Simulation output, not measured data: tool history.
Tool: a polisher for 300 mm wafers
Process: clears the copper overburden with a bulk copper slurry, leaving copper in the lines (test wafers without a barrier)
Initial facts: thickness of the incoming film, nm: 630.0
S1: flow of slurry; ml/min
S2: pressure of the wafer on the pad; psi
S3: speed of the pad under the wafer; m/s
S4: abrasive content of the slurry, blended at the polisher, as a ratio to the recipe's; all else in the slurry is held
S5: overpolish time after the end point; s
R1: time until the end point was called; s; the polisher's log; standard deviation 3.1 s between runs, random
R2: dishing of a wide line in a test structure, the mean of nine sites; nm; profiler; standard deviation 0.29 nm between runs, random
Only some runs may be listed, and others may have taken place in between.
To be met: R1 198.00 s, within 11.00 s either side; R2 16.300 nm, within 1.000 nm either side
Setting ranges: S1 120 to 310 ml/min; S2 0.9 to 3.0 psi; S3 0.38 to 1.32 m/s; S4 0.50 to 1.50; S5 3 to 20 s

{"run": 1, "hour": 0.0, "S1": 200, "S2": 1.9, "S3": 0.84, "S4": 1.0, "S5": 10, "R1": 121.49, "R2": 16.383}
{"run": 2, "hour": 9.0, "S1": 200, "S2": 1.7, "S3": 0.84, "S4": 1.0, "S5": 11, "R1": 138.48, "R2": 15.8}
{"run": 3, "hour": 13.3, "S1": 200, "S2": 1.7, "S3": 0.72, "S4": 1.0, "S5": 11, "R1": 156.45, "R2": 15.755}
{"run": 4, "hour": 15.2, "S1": 200, "S2": 1.6, "S3": 0.7, "S4": 1.0, "S5": 12, "R1": 170.07, "R2": 14.807}
{"run": 5, "hour": 17.4, "S1": 200, "S2": 2.0, "S3": 0.7, "S4": 1.0, "S5": 12, "R1": 140.1, "R2": 16.822}
{"run": 6, "hour": 22.1, "S1": 200, "S2": 1.9, "S3": 0.68, "S4": 1.0, "S5": 13, "R1": 156.42, "R2": 16.463}
{"run": 7, "hour": 28.6, "S1": 200, "S2": 1.8, "S3": 0.68, "S4": 1.0, "S5": 14, "R1": 162.67, "R2": 16.625}
{"run": 8, "hour": 34.4, "S1": 200, "S2": 1.7, "S3": 0.68, "S4": 1.0, "S5": 15, "R1": 168.36, "R2": 16.863}
{"run": 9, "hour": 35.8, "S1": 200, "S2": 1.6, "S3": 0.68, "S4": 1.0, "S5": 15, "R1": 182.55, "R2": 16.087}

Exactly one of the 4 candidate moves below puts every result within its allowed miss. Which one?
{"run": "A", "hour": 37.2, "S1": 270, "S2": 1.5, "S3": 0.62, "S4": 1.0, "S5": 17, "R1": "?", "R2": "?"}
{"run": "B", "hour": 37.2, "S1": 270, "S2": 1.6, "S3": 0.62, "S4": 1.2, "S5": 18, "R1": "?", "R2": "?"}
{"run": "C", "hour": 37.2, "S1": 140, "S2": 1.9, "S3": 0.6, "S4": 1.1, "S5": 12, "R1": "?", "R2": "?"}
{"run": "D", "hour": 37.2, "S1": 205, "S2": 2.5, "S3": 0.46, "S4": 0.85, "S5": 17, "R1": "?", "R2": "?"}

move=A R1=198.53 R2=16.082
move=B R1=177.76 R2=16.828
move=C R1=175.90 R2=15.054
move=D R1=173.68 R2=17.012
A: in spec on every target
B: moves away from the targets compared with the last run
C: moves away from the targets compared with the last run
D: moves away from the targets compared with the last run
Correct choice: A, which meets every target
